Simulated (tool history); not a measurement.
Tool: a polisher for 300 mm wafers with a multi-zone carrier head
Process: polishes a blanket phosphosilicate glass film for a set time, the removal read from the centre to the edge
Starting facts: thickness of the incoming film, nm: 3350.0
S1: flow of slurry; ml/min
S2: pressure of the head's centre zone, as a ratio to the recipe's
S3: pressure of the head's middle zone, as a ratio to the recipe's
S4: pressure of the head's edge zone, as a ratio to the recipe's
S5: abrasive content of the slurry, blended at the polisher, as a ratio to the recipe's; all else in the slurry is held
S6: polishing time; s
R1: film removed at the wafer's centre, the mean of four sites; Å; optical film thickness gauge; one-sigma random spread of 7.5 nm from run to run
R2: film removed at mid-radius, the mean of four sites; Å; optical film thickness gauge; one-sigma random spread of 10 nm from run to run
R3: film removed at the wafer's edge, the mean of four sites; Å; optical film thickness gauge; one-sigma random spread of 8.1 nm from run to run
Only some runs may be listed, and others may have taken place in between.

{"run": 1, "day": 0.0, "S1": 285, "S2": 1, "S3": 1, "S4": 1, "S5": 1, "S6": 66, "R1": 7203.8, "R2": 7163.8, "R3": 7559.3}
{"run": 2, "day": 0.262, "S1": 290, "S2": 0.99, "S3": 1.03, "S4": 0.99, "S5": 1, "S6": 66, "R1": 6904.8, "R2": 7345.5, "R3": 7389}
{"run": 3, "day": 0.388, "S1": 295, "S2": 0.99, "S3": 1.05, "S4": 0.99, "S5": 1, "S6": 66, "R1": 7123.5, "R2": 7469.7, "R3": 7341.1}
{"run": 4, "day": 0.546, "S1": 295, "S2": 0.99, "S3": 1.05, "S4": 0.99, "S5": 1.2, "S6": 66, "R1": 7704.2, "R2": 8094.2, "R3": 8179}
{"run": 5, "day": 0.692, "S1": 295, "S2": 0.98, "S3": 1.07, "S4": 0.97, "S5": 1.2, "S6": 66, "R1": 7833.9, "R2": 8537.1, "R3": 7998.5}
{"run": 6, "day": 0.979, "S1": 295, "S2": 0.98, "S3": 1.07, "S4": 0.97, "S5": 1.2, "S6": 56, "R1": 6524.1, "R2": 7099.7, "R3": 6795.2}
{"run": 7, "day": 1.038, "S1": 295, "S2": 0.97, "S3": 1.09, "S4": 0.97, "S5": 1.25, "S6": 56, "R1": 6613.2, "R2": 7388.4, "R3": 6922.5}

Predict the results of run 8:
{"run": 8, "day": 1.175, "S1": 300, "S2": 0.96, "S3": 1.11, "S4": 0.97, "S5": 1.3, "S6": 56, "R1": "?", "R2": "?", "R3": "?"}

Run 8 gave R1 6653.4 Å, R2 7466.2 Å, R3 7065.3 Å.

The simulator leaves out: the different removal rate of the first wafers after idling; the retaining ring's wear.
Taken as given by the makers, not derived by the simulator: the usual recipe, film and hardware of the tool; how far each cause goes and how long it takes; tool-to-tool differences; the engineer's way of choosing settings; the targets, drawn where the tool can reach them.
